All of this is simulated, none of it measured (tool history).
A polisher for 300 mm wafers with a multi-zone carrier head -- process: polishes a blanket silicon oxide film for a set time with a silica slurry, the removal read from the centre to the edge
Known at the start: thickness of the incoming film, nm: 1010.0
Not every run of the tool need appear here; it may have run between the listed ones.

run	hour	flow of slurry (ml/min)	pressure of the head's centre zone	pressure of the head's middle zone	pressure of the head's edge zone	abrasive content of the slurry	polishing time (s)	film removed at the wafer's centre (angstrom)	film removed at mid-radius (angstrom)	film removed at the wafer's edge (angstrom)
1	0.0	315	1.00	1.00	1.00	1.00	68	2232.3	2389.0	2373.5
2	2.8	315	1.00	1.00	1.00	0.85	68	2068.3	2165.5	2177.7
3	3.7	315	1.00	1.00	1.00	0.85	62	1923.1	1988.6	2077.2
4	9.3	315	0.94	1.00	1.00	0.85	62	1816.7	1974.1	2046.7
5	14.3	315	0.94	1.00	1.07	0.85	62	1818.3	1947.7	2037.9
6	16.6	330	0.98	0.97	1.08	0.95	65	2125.0	2126.7	2348.8
7	18.8	350	1.02	0.95	1.05	1.05	67	2364.3	2268.8	2562.3

Predict the results of run 8:
8	26.6	335	1.05	0.93	1.03	1.15	70	?	?	?

For run 8 the tool returned film removed at the wafer's centre (angstrom) 2593.2, film removed at mid-radius (angstrom) 2420.5, film removed at the wafer's edge (angstrom) 2689.8.

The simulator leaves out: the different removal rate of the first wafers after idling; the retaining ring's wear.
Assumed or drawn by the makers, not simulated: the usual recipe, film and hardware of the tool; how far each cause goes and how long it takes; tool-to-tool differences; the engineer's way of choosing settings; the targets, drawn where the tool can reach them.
